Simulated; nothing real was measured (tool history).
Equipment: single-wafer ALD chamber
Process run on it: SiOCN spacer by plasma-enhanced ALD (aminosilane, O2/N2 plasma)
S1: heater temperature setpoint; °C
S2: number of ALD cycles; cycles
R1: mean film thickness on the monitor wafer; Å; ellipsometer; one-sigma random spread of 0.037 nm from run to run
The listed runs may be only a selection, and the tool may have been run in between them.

Run 1, hour 0: S1 425 °C, S2 108 cycles. Result: R1 56.821 Å.
Run 2, hour 6.8: S1 424 °C, S2 109 cycles. Result: R1 58.094 Å.
Run 3, hour 15.3: S1 424 °C, S2 116 cycles. Result: R1 61.207 Å.
Run 4, hour 21.2: S1 423 °C, S2 116 cycles. Result: R1 61.905 Å.
Run 5, hour 28: S1 423 °C, S2 129 cycles. Result: R1 68.454 Å.
Run 6, hour 35.1: S1 415 °C, S2 129 cycles. Result: R1 69.828 Å.
Run 7, hour 38.4: S1 416 °C, S2 128 cycles. Result: R1 70.001 Å.

The next listed run, before its measurement:
Run 8, hour 43: S1 418 °C, S2 127 cycles. Result: R1 ?.

For run 8 the tool returned R1 68.64 Å.

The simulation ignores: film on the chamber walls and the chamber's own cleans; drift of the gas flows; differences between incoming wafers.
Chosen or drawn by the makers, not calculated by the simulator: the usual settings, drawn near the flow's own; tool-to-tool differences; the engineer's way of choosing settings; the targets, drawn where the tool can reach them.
